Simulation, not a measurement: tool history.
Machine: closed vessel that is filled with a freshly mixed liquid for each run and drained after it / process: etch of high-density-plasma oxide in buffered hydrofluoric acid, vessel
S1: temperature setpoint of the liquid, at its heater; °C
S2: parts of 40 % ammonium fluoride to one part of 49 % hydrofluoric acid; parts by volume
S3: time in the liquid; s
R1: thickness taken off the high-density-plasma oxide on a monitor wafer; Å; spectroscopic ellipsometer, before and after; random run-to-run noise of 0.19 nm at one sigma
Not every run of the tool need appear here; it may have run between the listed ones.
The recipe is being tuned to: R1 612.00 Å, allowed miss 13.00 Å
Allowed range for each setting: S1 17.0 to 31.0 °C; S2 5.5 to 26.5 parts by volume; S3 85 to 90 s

{"run": 1, "day": 0.0, "S1": 23.0, "S2": 16.0, "S3": 85, "R1": 662.44}
{"run": 2, "day": 0.238, "S1": 22.5, "S2": 16.0, "S3": 85, "R1": 644.27}
{"run": 3, "day": 0.292, "S1": 22.5, "S2": 16.0, "S3": 85, "R1": 645.92}
{"run": 4, "day": 0.479, "S1": 21.0, "S2": 16.0, "S3": 85, "R1": 596.04}
{"run": 5, "day": 0.588, "S1": 21.0, "S2": 16.0, "S3": 90, "R1": 630.89}
{"run": 6, "day": 0.888, "S1": 18.5, "S2": 16.0, "S3": 90, "R1": 547.27}
{"run": 7, "day": 1.142, "S1": 19.0, "S2": 16.0, "S3": 90, "R1": 564.81}
{"run": 8, "day": 1.283, "S1": 19.5, "S2": 16.0, "S3": 90, "R1": 580.28}
{"run": 9, "day": 1.608, "S1": 20.0, "S2": 16.0, "S3": 90, "R1": 596.03}

Pick the move, out of 4, that brings all results within their allowed miss; only one does.
{"run": "A", "day": 1.933, "S1": 17.5, "S2": 13.0, "S3": 90, "R1": "?"}
{"run": "B", "day": 1.933, "S1": 18.0, "S2": 14.0, "S3": 90, "R1": "?"}
{"run": "C", "day": 1.933, "S1": 25.0, "S2": 20.0, "S3": 90, "R1": "?"}
{"run": "D", "day": 1.933, "S1": 21.5, "S2": 16.0, "S3": 90, "R1": "?"}

move=A R1=636.14
move=B R1=608.57
move=C R1=631.90
move=D R1=649.58
A: the result that was furthest off in the last run now lies on the other side of its target
B: every result within its allowed miss
C: the result that was furthest off in the last run now lies on the other side of its target
D: the result that was furthest off in the last run now lies on the other side of its target
So the answer is move B, the one that meets all the targets.
